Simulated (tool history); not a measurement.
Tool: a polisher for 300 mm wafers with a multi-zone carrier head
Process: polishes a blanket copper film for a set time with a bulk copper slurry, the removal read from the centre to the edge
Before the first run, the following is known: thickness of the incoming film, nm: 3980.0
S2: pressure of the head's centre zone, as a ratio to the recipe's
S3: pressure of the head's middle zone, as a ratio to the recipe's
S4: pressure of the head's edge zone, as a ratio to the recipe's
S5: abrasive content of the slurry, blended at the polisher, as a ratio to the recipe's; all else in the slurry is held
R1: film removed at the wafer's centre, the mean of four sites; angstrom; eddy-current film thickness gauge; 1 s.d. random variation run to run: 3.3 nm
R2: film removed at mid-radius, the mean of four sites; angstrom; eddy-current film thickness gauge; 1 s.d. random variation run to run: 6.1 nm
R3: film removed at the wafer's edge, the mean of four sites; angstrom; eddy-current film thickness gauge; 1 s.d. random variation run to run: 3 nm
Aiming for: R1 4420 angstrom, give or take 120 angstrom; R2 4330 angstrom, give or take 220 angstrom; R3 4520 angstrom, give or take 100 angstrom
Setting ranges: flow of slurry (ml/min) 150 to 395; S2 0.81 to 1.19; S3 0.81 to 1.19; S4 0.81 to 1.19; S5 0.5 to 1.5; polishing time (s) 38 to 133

{"run": 1, "hour": 0.0, "flow of slurry (ml/min)": 250, "S2": 1, "S3": 1, "S4": 1, "S5": 1, "polishing time (s)": 85, "R1": 3966.7, "R2": 4013.6, "R3": 3953.3}
{"run": 2, "hour": 4.8, "flow of slurry (ml/min)": 250, "S2": 0.96, "S3": 1, "S4": 1, "S5": 1, "polishing time (s)": 85, "R1": 3894.4, "R2": 4060.4, "R3": 3957.3}
{"run": 3, "hour": 8.4, "flow of slurry (ml/min)": 250, "S2": 0.96, "S3": 1, "S4": 1, "S5": 1, "polishing time (s)": 70, "R1": 3117.2, "R2": 3297.8, "R3": 3247.5}
{"run": 4, "hour": 14.6, "flow of slurry (ml/min)": 250, "S2": 0.96, "S3": 1, "S4": 1, "S5": 1, "polishing time (s)": 51, "R1": 2302.6, "R2": 2465.5, "R3": 2385.7}
{"run": 5, "hour": 15.7, "flow of slurry (ml/min)": 260, "S2": 0.97, "S3": 1, "S4": 1.03, "S5": 1.1, "polishing time (s)": 56, "R1": 2630.9, "R2": 2755.4, "R3": 2663.5}
{"run": 6, "hour": 21.0, "flow of slurry (ml/min)": 255, "S2": 0.97, "S3": 0.99, "S4": 1.04, "S5": 1.15, "polishing time (s)": 61, "R1": 2843.6, "R2": 2984.1, "R3": 3007.6}
{"run": 7, "hour": 29.9, "flow of slurry (ml/min)": 260, "S2": 0.99, "S3": 1, "S4": 1.06, "S5": 1.2, "polishing time (s)": 64, "R1": 3105.2, "R2": 3170.6, "R3": 3191.2}
{"run": 8, "hour": 35.9, "flow of slurry (ml/min)": 270, "S2": 1.01, "S3": 1.02, "S4": 1.16, "S5": 1.45, "polishing time (s)": 87, "R1": 4586.2, "R2": 4694.4, "R3": 4725.8}

Below are 5 possible settings for the next run. Only one of them brings all results inside the allowed miss of their targets. Which is it?
{"run": "A", "hour": 41.9, "flow of slurry (ml/min)": 280, "S2": 1.01, "S3": 0.97, "S4": 1.1, "S5": 1.5, "polishing time (s)": 84, "R1": "?", "R2": "?", "R3": "?"}
{"run": "B", "hour": 41.9, "flow of slurry (ml/min)": 205, "S2": 1.03, "S3": 0.95, "S4": 1.18, "S5": 1.4, "polishing time (s)": 93, "R1": "?", "R2": "?", "R3": "?"}
{"run": "C", "hour": 41.9, "flow of slurry (ml/min)": 265, "S2": 1.01, "S3": 0.81, "S4": 1.19, "S5": 1.4, "polishing time (s)": 92, "R1": "?", "R2": "?", "R3": "?"}
{"run": "D", "hour": 41.9, "flow of slurry (ml/min)": 225, "S2": 0.96, "S3": 1.15, "S4": 1.08, "S5": 1.5, "polishing time (s)": 89, "R1": "?", "R2": "?", "R3": "?"}
{"run": "E", "hour": 41.9, "flow of slurry (ml/min)": 320, "S2": 0.94, "S3": 1.19, "S4": 1.14, "S5": 1.45, "polishing time (s)": 90, "R1": "?", "R2": "?", "R3": "?"}

move=A R1=4447.8 R2=4445.7 R3=4522.7
move=B R1=4721 R2=4566.7 R3=4955.5
move=C R1=4761.1 R2=4106.1 R3=5069
move=D R1=4345.8 R2=5295.2 R3=4636.5
move=E R1=4476 R2=5711.2 R3=4937.5
A: hits every target within its allowed miss
B: moves away from the targets compared with the last run
C: moves away from the targets compared with the last run
D: moves away from the targets compared with the last run
E: moves away from the targets compared with the last run
Move A is the one to make.
